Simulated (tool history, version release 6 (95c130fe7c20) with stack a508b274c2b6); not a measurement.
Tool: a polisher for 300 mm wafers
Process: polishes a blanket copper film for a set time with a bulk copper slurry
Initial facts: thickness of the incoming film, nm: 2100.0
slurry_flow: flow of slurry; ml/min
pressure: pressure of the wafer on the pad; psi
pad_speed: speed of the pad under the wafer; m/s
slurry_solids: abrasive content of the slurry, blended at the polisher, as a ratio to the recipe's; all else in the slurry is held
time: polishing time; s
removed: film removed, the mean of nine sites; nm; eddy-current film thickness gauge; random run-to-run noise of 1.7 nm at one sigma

Run 1, hour 0.0: slurry_flow 300 ml/min, pressure 3.4 psi, pad_speed 0.96 m/s, slurry_solids 1.00, time 34 s. Result: removed 339.98 nm.
Run 2, hour 7.6: slurry_flow 300 ml/min, pressure 2.8 psi, pad_speed 0.92 m/s, slurry_solids 1.00, time 34 s. Result: removed 286.95 nm.
Run 3, hour 13.0: slurry_flow 300 ml/min, pressure 2.4 psi, pad_speed 0.84 m/s, slurry_solids 1.00, time 34 s. Result: removed 242.80 nm.
Run 4, hour 16.6: slurry_flow 300 ml/min, pressure 2.4 psi, pad_speed 0.84 m/s, slurry_solids 0.85, time 34 s. Result: removed 239.89 nm.
Run 5, hour 23.6: slurry_flow 300 ml/min, pressure 2.4 psi, pad_speed 0.96 m/s, slurry_solids 0.85, time 34 s. Result: removed 255.94 nm.
Run 6, hour 25.0: slurry_flow 300 ml/min, pressure 2.1 psi, pad_speed 0.88 m/s, slurry_solids 0.85, time 34 s. Result: removed 225.87 nm.
Run 7, hour 26.1: slurry_flow 300 ml/min, pressure 1.9 psi, pad_speed 0.82 m/s, slurry_solids 0.85, time 34 s. Result: removed 205.84 nm.
Run 8, hour 31.5: slurry_flow 300 ml/min, pressure 1.8 psi, pad_speed 0.78 m/s, slurry_solids 0.85, time 34 s. Result: removed 191.24 nm.

The next listed run, before its measurement:
Run 9, hour 32.8: slurry_flow 300 ml/min, pressure 1.7 psi, pad_speed 0.76 m/s, slurry_solids 0.85, time 34 s. Result: removed ?.

Run 9 measured removed 181.17 nm.
